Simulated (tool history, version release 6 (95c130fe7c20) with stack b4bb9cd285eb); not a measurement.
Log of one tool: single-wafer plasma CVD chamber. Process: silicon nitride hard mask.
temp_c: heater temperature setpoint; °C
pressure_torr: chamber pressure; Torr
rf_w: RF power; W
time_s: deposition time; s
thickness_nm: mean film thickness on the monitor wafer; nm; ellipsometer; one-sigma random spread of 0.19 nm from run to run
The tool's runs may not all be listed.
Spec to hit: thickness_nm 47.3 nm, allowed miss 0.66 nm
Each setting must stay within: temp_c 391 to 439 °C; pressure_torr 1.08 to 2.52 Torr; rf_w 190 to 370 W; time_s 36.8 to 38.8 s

run	hour	temp_c	pressure_torr	rf_w	time_s	thickness_nm
1	0	415	1.8	280	38.8	38.202
2	6.8	415	1.8	250	38.8	34.544
3	13.4	415	1.97	270	38.8	37.945
4	21.1	415	1.97	270	36.8	36.083
5	22.1	415	1.97	270	38.8	37.838
6	27.6	415	2.12	270	38.8	39.154
7	31.5	415	2.22	280	38.8	40.609
# hour 32.5: RF generator calibrated
8	32.5	415	2.29	290	38.8	43.613

Exactly one of the 5 candidate moves below puts every result within its allowed miss. Which one?
A	33.5	414	2.01	255	37.9	?
B	33.5	417	2.3	300	38.5	?
C	33.5	419	2.52	295	38.4	?
D	33.5	408	2.4	275	38.4	?
E	33.5	404	2.49	325	37.2	?

move	thickness_nm
A	36.549
B	44.413
C	44.678
D	41.797
E	46.909
A: lands further from the targets than the last run did
B: gains on the last run, yet a result remains outside its allowed miss
C: gains on the last run, yet a result remains outside its allowed miss
D: lands further from the targets than the last run did
E: all results land within tolerance of their targets
E is the move that brings every result within its allowed miss.

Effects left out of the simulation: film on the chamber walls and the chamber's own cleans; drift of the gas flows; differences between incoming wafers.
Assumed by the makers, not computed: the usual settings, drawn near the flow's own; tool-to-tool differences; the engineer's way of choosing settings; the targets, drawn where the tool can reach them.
